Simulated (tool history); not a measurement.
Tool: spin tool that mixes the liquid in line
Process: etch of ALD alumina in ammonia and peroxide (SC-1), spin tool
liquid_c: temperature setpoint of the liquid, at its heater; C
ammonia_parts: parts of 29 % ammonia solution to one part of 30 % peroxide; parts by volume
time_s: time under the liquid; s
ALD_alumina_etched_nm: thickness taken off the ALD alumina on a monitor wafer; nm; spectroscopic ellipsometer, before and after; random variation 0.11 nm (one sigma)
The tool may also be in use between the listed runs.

run,hour,liquid_c,ammonia_parts,time_s,ALD_alumina_etched_nm
1,0.0,55.0,0.55,320,24.564
2,4.0,55.0,0.75,320,25.376
3,8.0,55.0,0.75,320,25.312
4,14.6,55.0,0.90,320,25.938
5,21.1,53.5,0.90,320,23.983
6,28.6,53.5,0.80,320,23.573
7,32.1,52.5,0.80,320,22.419

The next listed run, before its measurement:
8,38.5,51.5,0.80,320,?

Run 8 gave ALD_alumina_etched_nm 21.260 nm.
